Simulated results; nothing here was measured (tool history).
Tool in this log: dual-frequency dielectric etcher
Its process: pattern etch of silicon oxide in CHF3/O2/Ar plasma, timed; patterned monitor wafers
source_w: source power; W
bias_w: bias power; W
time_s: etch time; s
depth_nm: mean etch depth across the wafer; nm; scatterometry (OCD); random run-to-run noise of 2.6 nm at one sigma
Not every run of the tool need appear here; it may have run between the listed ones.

Run 1, day 0.000: source_w 840 W, bias_w 173 W, time_s 432.5 s. Result: depth_nm 952.06 nm.
Run 2, day 0.217: source_w 860 W, bias_w 174 W, time_s 432.5 s. Result: depth_nm 959.57 nm.
Run 3, day 0.521: source_w 860 W, bias_w 145 W, time_s 432.5 s. Result: depth_nm 887.74 nm.
Run 4, day 0.833: source_w 860 W, bias_w 145 W, time_s 452.0 s. Result: depth_nm 929.87 nm.
Run 5, day 1.021: source_w 880 W, bias_w 146 W, time_s 452.0 s. Result: depth_nm 940.80 nm.
At day 1.383: source power generator calibrated.
Run 6, day 1.383: source_w 1000 W, bias_w 146 W, time_s 452.0 s. Result: depth_nm 968.79 nm.
Run 7, day 1.500: source_w 1010 W, bias_w 148 W, time_s 452.0 s. Result: depth_nm 981.65 nm.

For run 8, what comes out?
Run 8, day 1.554: source_w 1010 W, bias_w 148 W, time_s 452.0 s. Result: depth_nm ?.

{"run 8": {"depth_nm": 974.87}}
